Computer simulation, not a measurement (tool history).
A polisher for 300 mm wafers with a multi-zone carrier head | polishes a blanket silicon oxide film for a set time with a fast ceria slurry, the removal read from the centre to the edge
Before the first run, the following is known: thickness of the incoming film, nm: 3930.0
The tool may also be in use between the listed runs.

| run | hour | flow of slurry (ml/min) | pressure of the head's centre zone | pressure of the head's middle zone | pressure of the head's edge zone | polishing time (s) | film removed at the wafer's centre (Å) | film removed at mid-radius (Å) | film removed at the wafer's edge (Å) |
|---|---|---|---|---|---|---|---|---|---|
| 1 | 0 | 215 | 1 | 1 | 1 | 31 | 3562.4 | 3513.5 | 3515.8 |
| 2 | 5.1 | 210 | 0.99 | 1.03 | 0.95 | 28 | 3181.4 | 3229.5 | 3125.4 |
| 3 | 7.2 | 210 | 0.99 | 1 | 0.95 | 28 | 3254.4 | 3145.5 | 3112.1 |
| 4 | 15.1 | 240 | 0.99 | 1 | 0.95 | 28 | 3203.6 | 3224.3 | 3130.1 |
| 5 | 23.3 | 250 | 0.99 | 1.03 | 0.92 | 26 | 2951.8 | 3123.5 | 2873.1 |
| 6 | 31 | 215 | 0.99 | 1.03 | 0.92 | 26 | 2959.3 | 2997.8 | 2852.2 |
| 7 | 34.6 | 220 | 0.99 | 1.05 | 0.89 | 25 | 2844.3 | 2955 | 2675.6 |
| 8 | 36.7 | 215 | 0.98 | 1.06 | 0.86 | 24 | 2719 | 2865.2 | 2539.1 |
| 9 | 45.5 | 210 | 0.97 | 1.07 | 0.84 | 24 | 2629.8 | 2833.2 | 2506.4 |
| 10 | 49.1 | 205 | 0.97 | 1.08 | 0.83 | 24 | 2639.7 | 2885.3 | 2482.2 |
| 11 | 51.1 | 200 | 0.97 | 1.08 | 0.82 | 24 | 2663.3 | 2835.4 | 2464.4 |
| 12 | 57.8 | 195 | 0.97 | 1.09 | 0.82 | 24 | 2658 | 2870.2 | 2405.7 |
| 13 | 62.2 | 190 | 0.96 | 1.09 | 0.82 | 24 | 2559.2 | 2895.2 | 2440.1 |
| 14 | 70.4 | 185 | 0.96 | 1.09 | 0.82 | 24 | 2600.1 | 2783.3 | 2399.1 |
| 15 | 72.1 | 180 | 0.95 | 1.09 | 0.82 | 24 | 2469.7 | 2849.6 | 2428.1 |

Run 16 comes next. What will it give?
| 16 | 79.2 | 180 | 0.95 | 1.09 | 0.82 | 24 | ? | ? | ? |

{"run 16": {"film removed at the wafer's centre (Å)": 2486.4, "film removed at mid-radius (Å)": 2788, "film removed at the wafer's edge (Å)": 2427.3}}

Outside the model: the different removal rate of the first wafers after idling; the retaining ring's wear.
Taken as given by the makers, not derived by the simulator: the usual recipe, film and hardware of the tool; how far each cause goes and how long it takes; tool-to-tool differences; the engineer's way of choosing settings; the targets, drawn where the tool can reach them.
